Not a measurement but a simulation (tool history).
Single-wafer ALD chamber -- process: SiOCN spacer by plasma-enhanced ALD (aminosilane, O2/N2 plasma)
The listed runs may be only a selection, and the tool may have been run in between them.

run,hour,heater temperature setpoint (°C),number of ALD cycles (cycles),mean film thickness on the monitor wafer (nm)
1,0,400,46,2.6464
2,5.9,394,46,2.6301
3,8.5,400,46,2.6373
4,11.1,400,53,3.0401
5,18.4,408,53,2.9582
6,21.2,410,50,2.7812
7,24.1,411,48,2.6652
8,32.5,411,48,2.662
9,36.5,412,47,2.6155
10,43.7,413,42,2.3112
11,49.9,412,42,2.3164
12,54.2,411,42,2.3319
13,62.8,410,42,2.3463

For run 14, what comes out?
14,69.9,409,42,?

Run 14 measured mean film thickness on the monitor wafer (nm) 2.344.

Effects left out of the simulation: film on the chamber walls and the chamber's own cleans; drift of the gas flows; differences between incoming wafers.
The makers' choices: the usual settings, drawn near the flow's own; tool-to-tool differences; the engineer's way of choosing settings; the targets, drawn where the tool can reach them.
